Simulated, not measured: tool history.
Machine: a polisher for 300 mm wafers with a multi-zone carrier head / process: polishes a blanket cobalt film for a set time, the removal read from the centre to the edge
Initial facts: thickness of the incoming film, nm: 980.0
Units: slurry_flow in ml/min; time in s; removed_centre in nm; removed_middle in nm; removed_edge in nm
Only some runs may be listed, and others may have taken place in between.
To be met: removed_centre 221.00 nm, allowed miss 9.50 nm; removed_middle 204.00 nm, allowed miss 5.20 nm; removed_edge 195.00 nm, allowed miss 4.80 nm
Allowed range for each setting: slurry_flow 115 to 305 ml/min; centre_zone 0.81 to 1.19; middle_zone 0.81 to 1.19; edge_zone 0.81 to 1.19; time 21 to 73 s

{"run": 1, "hour": 0.0, "slurry_flow": 195, "centre_zone": 1.0, "middle_zone": 1.0, "edge_zone": 1.0, "time": 47, "removed_centre": 162.42, "removed_middle": 166.4, "removed_edge": 164.29}
{"run": 2, "hour": 4.5, "slurry_flow": 195, "centre_zone": 1.0, "middle_zone": 1.04, "edge_zone": 1.0, "time": 47, "removed_centre": 162.29, "removed_middle": 170.85, "removed_edge": 161.84}
{"run": 3, "hour": 7.7, "slurry_flow": 195, "centre_zone": 1.0, "middle_zone": 0.97, "edge_zone": 1.0, "time": 47, "removed_centre": 161.79, "removed_middle": 161.1, "removed_edge": 164.87}
{"run": 4, "hour": 14.5, "slurry_flow": 205, "centre_zone": 1.02, "middle_zone": 0.98, "edge_zone": 1.02, "time": 47, "removed_centre": 169.23, "removed_middle": 162.94, "removed_edge": 165.94}
{"run": 5, "hour": 20.1, "slurry_flow": 205, "centre_zone": 1.02, "middle_zone": 1.01, "edge_zone": 1.02, "time": 47, "removed_centre": 165.87, "removed_middle": 165.76, "removed_edge": 169.57}
{"run": 6, "hour": 21.7, "slurry_flow": 210, "centre_zone": 1.04, "middle_zone": 1.03, "edge_zone": 1.01, "time": 48, "removed_centre": 174.62, "removed_middle": 175.4, "removed_edge": 168.17}
{"run": 7, "hour": 25.2, "slurry_flow": 215, "centre_zone": 1.05, "middle_zone": 1.04, "edge_zone": 1.02, "time": 48, "removed_centre": 174.77, "removed_middle": 175.2, "removed_edge": 169.31}
{"run": 8, "hour": 33.2, "slurry_flow": 220, "centre_zone": 1.07, "middle_zone": 1.05, "edge_zone": 1.03, "time": 49, "removed_centre": 184.14, "removed_middle": 184.0, "removed_edge": 174.72}
{"run": 9, "hour": 35.0, "slurry_flow": 225, "centre_zone": 1.08, "middle_zone": 1.05, "edge_zone": 1.04, "time": 49, "removed_centre": 188.54, "removed_middle": 184.76, "removed_edge": 176.17}
{"run": 10, "hour": 41.5, "slurry_flow": 230, "centre_zone": 1.09, "middle_zone": 1.05, "edge_zone": 1.05, "time": 49, "removed_centre": 188.96, "removed_middle": 184.51, "removed_edge": 177.07}

5 next moves are on the table. One of them brings every result within its allowed miss. Which?
{"run": "A", "hour": 48.0, "slurry_flow": 265, "centre_zone": 1.1, "middle_zone": 1.0, "edge_zone": 0.97, "time": 55, "removed_centre": "?", "removed_middle": "?", "removed_edge": "?"}
{"run": "B", "hour": 48.0, "slurry_flow": 240, "centre_zone": 0.81, "middle_zone": 1.09, "edge_zone": 1.19, "time": 52, "removed_centre": "?", "removed_middle": "?", "removed_edge": "?"}
{"run": "C", "hour": 48.0, "slurry_flow": 255, "centre_zone": 1.08, "middle_zone": 1.05, "edge_zone": 0.91, "time": 57, "removed_centre": "?", "removed_middle": "?", "removed_edge": "?"}
{"run": "D", "hour": 48.0, "slurry_flow": 170, "centre_zone": 1.12, "middle_zone": 1.08, "edge_zone": 1.07, "time": 58, "removed_centre": "?", "removed_middle": "?", "removed_edge": "?"}
{"run": "E", "hour": 48.0, "slurry_flow": 270, "centre_zone": 1.15, "middle_zone": 0.98, "edge_zone": 1.03, "time": 56, "removed_centre": "?", "removed_middle": "?", "removed_edge": "?"}

move=A removed_centre=217.21 removed_middle=203.07 removed_edge=194.73
move=B removed_centre=149.06 removed_middle=204.50 removed_edge=201.94
move=C removed_centre=220.02 removed_middle=218.44 removed_edge=195.10
move=D removed_centre=218.38 removed_middle=215.29 removed_edge=205.78
move=E removed_centre=231.77 removed_middle=203.61 removed_edge=204.47
A: meets every target
B: puts the biggest miss on target and leaves a different result outside tolerance
C: the result that was furthest off in the last run now lies on the other side of its target
D: the result that was furthest off in the last run now lies on the other side of its target
E: puts the biggest miss on target and leaves a different result outside tolerance
A meets every target.
